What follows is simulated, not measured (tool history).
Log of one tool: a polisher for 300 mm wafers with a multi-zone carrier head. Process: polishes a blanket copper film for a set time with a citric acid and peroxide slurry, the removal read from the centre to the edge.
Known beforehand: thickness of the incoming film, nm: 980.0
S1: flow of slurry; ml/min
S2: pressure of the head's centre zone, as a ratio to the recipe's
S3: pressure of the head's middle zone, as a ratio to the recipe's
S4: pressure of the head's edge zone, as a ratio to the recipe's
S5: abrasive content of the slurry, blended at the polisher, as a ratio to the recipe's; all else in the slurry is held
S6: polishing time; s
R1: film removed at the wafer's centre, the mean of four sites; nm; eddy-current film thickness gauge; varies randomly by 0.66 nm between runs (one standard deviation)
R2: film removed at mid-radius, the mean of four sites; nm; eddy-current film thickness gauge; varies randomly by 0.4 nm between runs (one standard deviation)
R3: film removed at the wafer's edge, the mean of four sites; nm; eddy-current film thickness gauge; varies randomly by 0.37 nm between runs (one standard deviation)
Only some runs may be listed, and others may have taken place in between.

| run | hour | S1 | S2 | S3 | S4 | S5 | S6 | R1 | R2 | R3 |
|---|---|---|---|---|---|---|---|---|---|---|
| 1 | 0.0 | 285 | 1.00 | 1.00 | 1.00 | 1.00 | 31 | 65.193 | 63.490 | 64.594 |
| 2 | 4.5 | 285 | 1.00 | 1.00 | 1.00 | 0.90 | 31 | 64.622 | 63.324 | 63.733 |
| 3 | 7.4 | 285 | 1.01 | 0.98 | 0.97 | 0.80 | 28 | 58.083 | 55.461 | 55.275 |
| 4 | 10.6 | 285 | 1.01 | 0.98 | 0.97 | 0.60 | 28 | 56.236 | 53.885 | 53.946 |
| 5 | 18.1 | 285 | 1.01 | 0.96 | 0.94 | 0.55 | 26 | 51.491 | 48.891 | 49.103 |
| 6 | 22.4 | 285 | 1.01 | 0.96 | 0.94 | 0.70 | 26 | 52.154 | 50.419 | 50.830 |
| 7 | 23.3 | 285 | 1.03 | 0.95 | 0.92 | 0.65 | 25 | 51.436 | 47.130 | 47.745 |
| 8 | 29.4 | 280 | 1.04 | 0.94 | 0.90 | 0.60 | 24 | 48.421 | 44.288 | 44.849 |
| 9 | 35.8 | 270 | 1.05 | 0.93 | 0.88 | 0.55 | 24 | 48.988 | 43.320 | 44.113 |
| 10 | 44.8 | 270 | 1.05 | 0.93 | 0.86 | 0.55 | 24 | 49.349 | 43.576 | 43.724 |
| 11 | 45.8 | 270 | 1.05 | 0.93 | 0.85 | 0.55 | 24 | 48.053 | 43.810 | 43.225 |
| 12 | 48.7 | 265 | 1.05 | 0.92 | 0.84 | 0.55 | 24 | 47.753 | 42.203 | 43.006 |

Estimate the outcome of run 13 from the log above:
| 13 | 55.8 | 260 | 1.05 | 0.92 | 0.83 | 0.55 | 24 | ? | ? | ? |

{"run 13": {"R1": 47.977, "R2": 43.44, "R3": 42.586}}
